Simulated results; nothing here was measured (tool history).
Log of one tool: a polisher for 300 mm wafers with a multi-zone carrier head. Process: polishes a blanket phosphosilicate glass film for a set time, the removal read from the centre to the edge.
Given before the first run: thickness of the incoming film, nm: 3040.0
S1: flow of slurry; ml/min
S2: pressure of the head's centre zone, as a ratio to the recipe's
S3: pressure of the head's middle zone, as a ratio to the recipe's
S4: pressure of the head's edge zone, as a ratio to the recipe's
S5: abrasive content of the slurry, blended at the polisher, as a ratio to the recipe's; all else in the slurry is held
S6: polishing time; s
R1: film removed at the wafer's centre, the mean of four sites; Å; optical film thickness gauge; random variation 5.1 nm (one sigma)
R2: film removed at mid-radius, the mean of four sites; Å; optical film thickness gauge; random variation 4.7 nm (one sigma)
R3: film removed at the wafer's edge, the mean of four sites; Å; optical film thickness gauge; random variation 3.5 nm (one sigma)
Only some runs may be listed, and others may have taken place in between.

run    day   S1    S2    S3    S4    S5  S6      R1      R2      R3
  1  0.000  290  1.00  1.00  1.00  1.00  47  5092.8  5151.4  5180.3
  2  0.275  290  0.99  0.98  0.99  0.95  47  4803.3  4832.7  4995.0
  3  0.300  290  0.99  0.98  0.99  1.15  47  5187.5  5292.2  5410.3
  4  0.600  290  0.98  0.97  0.98  1.10  47  5161.0  5189.7  5279.3
  5  0.658  220  0.98  0.97  0.98  1.10  47  4975.1  5038.4  5181.8
  6  0.954  220  0.98  0.89  0.98  1.10  47  5007.8  4596.2  5127.0
  7  1.292  220  0.97  0.89  0.97  1.05  47  4833.0  4588.8  5060.8
  8  1.392  220  0.97  0.89  0.96  1.00  47  4708.4  4399.4  4934.7
  9  1.588  220  0.97  0.90  0.95  0.95  47  4703.6  4441.1  4809.3
 10  1.729  220  0.96  0.90  0.94  0.90  47  4563.7  4327.6  4726.2
 11  1.796  220  0.95  0.90  0.93  0.85  47  4243.3  4185.0  4482.6

What does the tool deliver on the next run?
 12  1.867  220  0.94  0.89  0.92  0.85  47   ?   ?   ?

{"run 12": {"R1": 4312.4, "R2": 4118.2, "R3": 4514.2}}

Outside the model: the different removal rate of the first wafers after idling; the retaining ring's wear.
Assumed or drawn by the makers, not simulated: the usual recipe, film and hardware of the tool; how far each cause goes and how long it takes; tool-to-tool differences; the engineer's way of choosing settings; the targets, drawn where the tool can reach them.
